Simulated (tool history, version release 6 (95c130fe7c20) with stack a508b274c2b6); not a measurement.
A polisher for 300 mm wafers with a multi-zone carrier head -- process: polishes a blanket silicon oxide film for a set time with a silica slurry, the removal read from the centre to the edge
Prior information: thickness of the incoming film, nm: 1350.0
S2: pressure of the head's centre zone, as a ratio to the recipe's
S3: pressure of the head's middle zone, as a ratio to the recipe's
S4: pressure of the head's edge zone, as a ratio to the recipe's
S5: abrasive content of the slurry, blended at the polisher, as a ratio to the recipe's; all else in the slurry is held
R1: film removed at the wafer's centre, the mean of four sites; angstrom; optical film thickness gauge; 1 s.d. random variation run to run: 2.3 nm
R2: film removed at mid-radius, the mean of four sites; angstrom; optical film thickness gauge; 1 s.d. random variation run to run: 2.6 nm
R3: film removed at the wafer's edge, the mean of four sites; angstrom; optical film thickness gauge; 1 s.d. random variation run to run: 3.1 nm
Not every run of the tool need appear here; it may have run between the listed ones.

Run 1, hour 0.0: flow of slurry (ml/min) 305, S2 1.00, S3 1.00, S4 1.00, S5 1.00, polishing time (s) 73. Result: R1 1941.5 angstrom, R2 1943.0 angstrom, R3 1961.8 angstrom.
Run 2, hour 2.2: flow of slurry (ml/min) 305, S2 1.00, S3 1.00, S4 1.03, S5 1.00, polishing time (s) 73. Result: R1 1934.2 angstrom, R2 2005.6 angstrom, R3 1938.6 angstrom.
Run 3, hour 9.9: flow of slurry (ml/min) 305, S2 1.01, S3 0.98, S4 1.03, S5 1.10, polishing time (s) 74. Result: R1 2066.0 angstrom, R2 2070.8 angstrom, R3 2034.4 angstrom.
Run 4, hour 17.4: flow of slurry (ml/min) 300, S2 1.00, S3 0.95, S4 1.03, S5 1.20, polishing time (s) 76. Result: R1 2182.8 angstrom, R2 2135.6 angstrom, R3 2238.1 angstrom.
Run 5, hour 24.1: flow of slurry (ml/min) 255, S2 1.00, S3 0.95, S4 1.03, S5 1.20, polishing time (s) 76. Result: R1 2155.2 angstrom, R2 2077.6 angstrom, R3 2166.5 angstrom.
Run 6, hour 26.8: flow of slurry (ml/min) 255, S2 1.00, S3 0.95, S4 1.11, S5 1.20, polishing time (s) 76. Result: R1 2140.9 angstrom, R2 2091.6 angstrom, R3 2244.6 angstrom.

Predict the results of run 7:
Run 7, hour 30.2: flow of slurry (ml/min) 290, S2 1.10, S3 1.02, S4 1.18, S5 1.45, polishing time (s) 77. Result: R1 ?, R2 ?, R3 ?.

{"run 7": {"R1": 2599.1, "R2": 2463.6, "R3": 2526.7}}
